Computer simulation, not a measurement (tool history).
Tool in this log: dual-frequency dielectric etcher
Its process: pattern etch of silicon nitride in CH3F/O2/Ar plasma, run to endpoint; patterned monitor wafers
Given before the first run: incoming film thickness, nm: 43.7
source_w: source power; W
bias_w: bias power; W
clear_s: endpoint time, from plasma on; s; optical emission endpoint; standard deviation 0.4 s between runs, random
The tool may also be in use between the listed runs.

{"run": 1, "hour": 0.0, "source_w": 460, "bias_w": 72, "clear_s": 63.42}
{"run": 2, "hour": 5.2, "source_w": 510, "bias_w": 72, "clear_s": 60.665}
{"run": 3, "hour": 9.0, "source_w": 510, "bias_w": 66, "clear_s": 62.829}
{"run": 4, "hour": 11.9, "source_w": 480, "bias_w": 64, "clear_s": 65.137}
{"run": 5, "hour": 17.6, "source_w": 460, "bias_w": 63, "clear_s": 65.57}
{"run": 6, "hour": 24.2, "source_w": 430, "bias_w": 61, "clear_s": 69.878}

What does the tool deliver on the next run?
{"run": 7, "hour": 28.5, "source_w": 420, "bias_w": 61, "clear_s": "?"}

Run 7 gave clear_s 69.495 s.
